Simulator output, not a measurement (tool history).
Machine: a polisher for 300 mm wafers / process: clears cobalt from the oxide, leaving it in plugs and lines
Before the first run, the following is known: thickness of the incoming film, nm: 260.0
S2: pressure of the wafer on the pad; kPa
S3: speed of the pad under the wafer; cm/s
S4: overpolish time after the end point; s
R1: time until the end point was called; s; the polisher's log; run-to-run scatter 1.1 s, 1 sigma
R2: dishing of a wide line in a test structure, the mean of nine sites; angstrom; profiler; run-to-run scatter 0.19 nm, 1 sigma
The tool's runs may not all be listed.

run 1 hour=0 | flow_of_slurry_(ml/min)=240 S2=10.3 S3=112 S4=9 | R1=54.535 R2=257.05
run 2 hour=8.7 | flow_of_slurry_(ml/min)=240 S2=11.7 S3=112 S4=9 | R1=46.232 R2=266.12
run 3 hour=15.5 | flow_of_slurry_(ml/min)=240 S2=10.3 S3=112 S4=9 | R1=52.205 R2=255.87
run 4 hour=16.4 | flow_of_slurry_(ml/min)=240 S2=10.3 S3=112 S4=6 | R1=53.122 R2=185.86
run 5 hour=20.2 | flow_of_slurry_(ml/min)=205 S2=12.4 S3=90 S4=5 | R1=56.885 R2=158.49
run 6 hour=27.7 | flow_of_slurry_(ml/min)=185 S2=13.8 S3=80 S4=4 | R1=60.331 R2=128.63
run 7 hour=30.2 | flow_of_slurry_(ml/min)=170 S2=14.5 S3=78 S4=4 | R1=56.826 R2=129.49

What will run 8 give?
run 8 hour=31.7 | flow_of_slurry_(ml/min)=160 S2=15.2 S3=74 S4=4 | R1=? R2=?

{"run 8": {"R1": 60.074, "R2": 127.92}}
